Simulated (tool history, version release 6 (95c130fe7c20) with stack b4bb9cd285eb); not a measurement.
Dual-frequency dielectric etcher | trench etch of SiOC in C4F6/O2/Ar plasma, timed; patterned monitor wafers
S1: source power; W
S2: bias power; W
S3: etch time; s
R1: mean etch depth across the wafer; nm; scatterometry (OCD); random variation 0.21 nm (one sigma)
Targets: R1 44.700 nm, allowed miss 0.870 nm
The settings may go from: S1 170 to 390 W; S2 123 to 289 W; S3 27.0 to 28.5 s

{"run": 1, "hour": 0.0, "S1": 280, "S2": 206, "S3": 27.0, "R1": 52.654}
{"run": 2, "hour": 5.6, "S1": 280, "S2": 206, "S3": 28.5, "R1": 55.769}
{"run": 3, "hour": 7.3, "S1": 280, "S2": 243, "S3": 28.5, "R1": 58.156}
{"run": 4, "hour": 11.7, "S1": 250, "S2": 219, "S3": 28.0, "R1": 53.723}
{"run": 5, "hour": 13.7, "S1": 250, "S2": 219, "S3": 27.0, "R1": 51.806}
{"run": 6, "hour": 19.9, "S1": 250, "S2": 219, "S3": 27.0, "R1": 52.364}
{"run": 7, "hour": 21.3, "S1": 190, "S2": 178, "S3": 27.0, "R1": 46.589}
{"run": 8, "hour": 25.3, "S1": 190, "S2": 178, "S3": 27.0, "R1": 45.869}
{"run": 9, "hour": 29.6, "S1": 180, "S2": 176, "S3": 27.0, "R1": 46.037}

5 next moves are on the table. One of them brings every result within its allowed miss. Which?
{"run": "A", "hour": 33.9, "S1": 170, "S2": 195, "S3": 28.0, "R1": "?"}
{"run": "B", "hour": 33.9, "S1": 200, "S2": 174, "S3": 28.0, "R1": "?"}
{"run": "C", "hour": 33.9, "S1": 170, "S2": 221, "S3": 27.0, "R1": "?"}
{"run": "D", "hour": 33.9, "S1": 170, "S2": 192, "S3": 28.0, "R1": "?"}
{"run": "E", "hour": 33.9, "S1": 170, "S2": 161, "S3": 27.5, "R1": "?"}

move=A R1=47.673
move=B R1=47.897
move=C R1=47.578
move=D R1=47.475
move=E R1=44.549
A: further off than the last run
B: further off than the last run
C: further off than the last run
D: further off than the last run
E: meets every target
The right move is E.
